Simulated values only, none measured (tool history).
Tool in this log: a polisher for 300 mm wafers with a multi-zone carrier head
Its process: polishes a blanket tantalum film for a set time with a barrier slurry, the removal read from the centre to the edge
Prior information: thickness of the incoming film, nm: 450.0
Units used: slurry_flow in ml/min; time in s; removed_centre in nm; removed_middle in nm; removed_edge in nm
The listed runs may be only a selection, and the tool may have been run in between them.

run	hour	slurry_flow	centre_zone	middle_zone	edge_zone	slurry_solids	time	removed_centre	removed_middle	removed_edge
1	0.0	185	1.00	1.00	1.00	1.00	77	62.793	63.135	61.400
2	2.0	150	1.00	1.00	1.00	1.00	77	60.403	58.499	59.296
3	4.1	140	1.02	1.00	0.97	1.00	77	59.272	58.741	58.684
4	12.9	145	1.07	0.98	0.94	0.95	77	62.925	57.632	57.099
5	17.7	145	1.07	0.98	0.94	1.05	77	65.252	58.827	57.784
6	25.8	140	1.08	0.98	0.93	1.05	77	63.184	58.571	57.712
7	31.9	135	1.09	0.97	0.91	1.05	77	63.174	57.939	57.007
8	36.0	130	1.10	0.97	0.90	1.05	77	62.860	57.167	56.723

Predict the results of run 9:
9	41.7	130	1.11	0.97	0.89	1.05	77	?	?	?

Run 9 produced removed_centre 65.299 nm, removed_middle 56.548 nm, removed_edge 55.894 nm.
